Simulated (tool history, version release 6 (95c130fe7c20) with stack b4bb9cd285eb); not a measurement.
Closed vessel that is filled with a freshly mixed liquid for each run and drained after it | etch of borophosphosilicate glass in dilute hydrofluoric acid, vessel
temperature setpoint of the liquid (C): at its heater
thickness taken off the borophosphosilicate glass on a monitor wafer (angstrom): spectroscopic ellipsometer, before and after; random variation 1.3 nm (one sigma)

run,hour,temperature setpoint of the liquid (C),parts of water to one part of 49 % hydrofluoric acid (parts by volume),time in the liquid (s),thickness taken off the borophosphosilicate glass on a monitor wafer (angstrom)
1,0,25,285,175,353.66
2,5.9,26.5,235,180,484.39
3,6.9,24.5,235,180,449.13
4,9.8,24.5,300,180,331.73
5,10.9,24.5,400,180,226.55
6,16.1,26.5,325,180,320.88
7,22.4,30.5,215,190,650.48
8,27.1,31,180,190,827.08
9,36.3,31.5,160,190,977.72
10,44.2,32,150,190,1083.2
11,49.2,33,100,190,1804.3
12,50.2,31.5,100,190,1678.9
13,51.6,31,105,190,1593
14,54.2,30.5,110,190,1439.7

Forecast run 15:
15,56.8,30.5,110,190,?

thickness taken off the borophosphosilicate glass on a monitor wafer (angstrom): 1459.7

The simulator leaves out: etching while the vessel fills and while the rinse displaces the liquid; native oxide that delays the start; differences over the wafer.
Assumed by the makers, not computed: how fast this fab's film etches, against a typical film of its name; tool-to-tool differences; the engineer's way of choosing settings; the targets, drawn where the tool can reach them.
